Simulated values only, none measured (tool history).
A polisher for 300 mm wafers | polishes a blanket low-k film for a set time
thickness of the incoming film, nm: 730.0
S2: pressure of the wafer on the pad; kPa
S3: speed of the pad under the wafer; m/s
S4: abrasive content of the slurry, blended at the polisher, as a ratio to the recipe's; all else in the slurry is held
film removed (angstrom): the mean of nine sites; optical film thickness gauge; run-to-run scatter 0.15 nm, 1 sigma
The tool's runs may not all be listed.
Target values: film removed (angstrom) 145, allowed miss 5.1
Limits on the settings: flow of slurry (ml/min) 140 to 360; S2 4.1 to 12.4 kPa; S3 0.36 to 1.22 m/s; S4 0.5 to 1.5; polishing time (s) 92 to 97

run 1 day=0 | flow_of_slurry_(ml/min)=230 S2=8.3 S3=0.78 S4=1 polishing_time_(s)=92 | film_removed_(angstrom)=225.87
run 2 day=0.275 | flow_of_slurry_(ml/min)=230 S2=9.7 S3=0.78 S4=1 polishing_time_(s)=92 | film_removed_(angstrom)=258.16
run 3 day=0.429 | flow_of_slurry_(ml/min)=230 S2=9.7 S3=0.78 S4=1 polishing_time_(s)=97 | film_removed_(angstrom)=272.96
run 4 day=0.729 | flow_of_slurry_(ml/min)=230 S2=8.3 S3=0.76 S4=1 polishing_time_(s)=97 | film_removed_(angstrom)=232.26
run 5 day=0.833 | flow_of_slurry_(ml/min)=230 S2=8.3 S3=0.62 S4=1 polishing_time_(s)=97 | film_removed_(angstrom)=203.74
run 6 day=1.108 | flow_of_slurry_(ml/min)=210 S2=8.3 S3=0.62 S4=1 polishing_time_(s)=97 | film_removed_(angstrom)=197.54
run 7 day=1.362 | flow_of_slurry_(ml/min)=205 S2=7.6 S3=0.62 S4=1 polishing_time_(s)=97 | film_removed_(angstrom)=187.59
run 8 day=1.738 | flow_of_slurry_(ml/min)=205 S2=6.9 S3=0.62 S4=1 polishing_time_(s)=97 | film_removed_(angstrom)=175.87
run 9 day=1.854 | flow_of_slurry_(ml/min)=205 S2=6.9 S3=0.62 S4=1 polishing_time_(s)=97 | film_removed_(angstrom)=174.95
run 10 day=2.217 | flow_of_slurry_(ml/min)=205 S2=6.2 S3=0.62 S4=1 polishing_time_(s)=97 | film_removed_(angstrom)=160.76

Pick the move, out of 4, that brings all results within their allowed miss; only one does.
run A day=2.579 | flow_of_slurry_(ml/min)=215 S2=4.1 S3=0.72 S4=1.05 polishing_time_(s)=94 | film_removed_(angstrom)=?
run B day=2.579 | flow_of_slurry_(ml/min)=190 S2=5.5 S3=0.64 S4=1.05 polishing_time_(s)=93 | film_removed_(angstrom)=?
run C day=2.579 | flow_of_slurry_(ml/min)=195 S2=7.6 S3=0.46 S4=0.85 polishing_time_(s)=97 | film_removed_(angstrom)=?
run D day=2.579 | flow_of_slurry_(ml/min)=205 S2=4.1 S3=0.72 S4=1 polishing_time_(s)=96 | film_removed_(angstrom)=?

move=A film_removed_(angstrom)=134.86
move=B film_removed_(angstrom)=147.6
move=C film_removed_(angstrom)=136.97
move=D film_removed_(angstrom)=133.78
A: moves the result that the last run missed by most past its target, out the other side
B: hits every target within its allowed miss
C: moves the result that the last run missed by most past its target, out the other side
D: moves the result that the last run missed by most past its target, out the other side
The move that meets every target is B.

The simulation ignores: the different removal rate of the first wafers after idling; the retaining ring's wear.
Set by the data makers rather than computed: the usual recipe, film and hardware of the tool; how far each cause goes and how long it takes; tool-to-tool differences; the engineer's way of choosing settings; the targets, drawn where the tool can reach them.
